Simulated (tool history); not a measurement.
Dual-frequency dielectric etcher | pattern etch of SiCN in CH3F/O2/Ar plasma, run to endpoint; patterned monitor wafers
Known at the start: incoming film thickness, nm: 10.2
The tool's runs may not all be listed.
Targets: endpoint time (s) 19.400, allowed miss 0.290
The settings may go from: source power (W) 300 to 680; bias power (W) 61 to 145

Run 1, day 0.000: source power (W) 490, bias power (W) 103. Result: endpoint time (s) 22.396.
Run 2, day 0.025: source power (W) 490, bias power (W) 87. Result: endpoint time (s) 23.712.
Run 3, day 0.192: source power (W) 550, bias power (W) 87. Result: endpoint time (s) 22.504.
Run 4, day 0.375: source power (W) 550, bias power (W) 76. Result: endpoint time (s) 23.575.
Run 5, day 0.404: source power (W) 550, bias power (W) 94. Result: endpoint time (s) 22.149.
Run 6, day 0.658: source power (W) 480, bias power (W) 94. Result: endpoint time (s) 23.197.
Run 7, day 0.700: source power (W) 540, bias power (W) 99. Result: endpoint time (s) 21.878.
Run 8, day 0.788: source power (W) 580, bias power (W) 102. Result: endpoint time (s) 21.295.
Run 9, day 1.133: source power (W) 610, bias power (W) 106. Result: endpoint time (s) 20.615.
Run 10, day 1.483: source power (W) 630, bias power (W) 108. Result: endpoint time (s) 20.249.
Run 11, day 1.654: source power (W) 640, bias power (W) 110. Result: endpoint time (s) 19.908.
Run 12, day 1.783: source power (W) 640, bias power (W) 110. Result: endpoint time (s) 20.055.
Run 13, day 2.038: source power (W) 650, bias power (W) 111. Result: endpoint time (s) 19.901.
Run 14, day 2.142: source power (W) 660, bias power (W) 112. Result: endpoint time (s) 19.708.

5 next moves are on the table. One of them brings every result within its allowed miss. Which?
Run A, day 2.246: source power (W) 630, bias power (W) 112. Result: endpoint time (s) ?.
Run B, day 2.246: source power (W) 560, bias power (W) 127. Result: endpoint time (s) ?.
Run C, day 2.246: source power (W) 640, bias power (W) 105. Result: endpoint time (s) ?.
Run D, day 2.246: source power (W) 680, bias power (W) 102. Result: endpoint time (s) ?.
Run E, day 2.246: source power (W) 680, bias power (W) 112. Result: endpoint time (s) ?.

move  endpoint time (s)
   A             20.073
   B             20.024
   C             20.382
   D             20.152
   E             19.566
A: further off than the last run
B: further off than the last run
C: further off than the last run
D: further off than the last run
E: meets every target
Move E is the one to make.
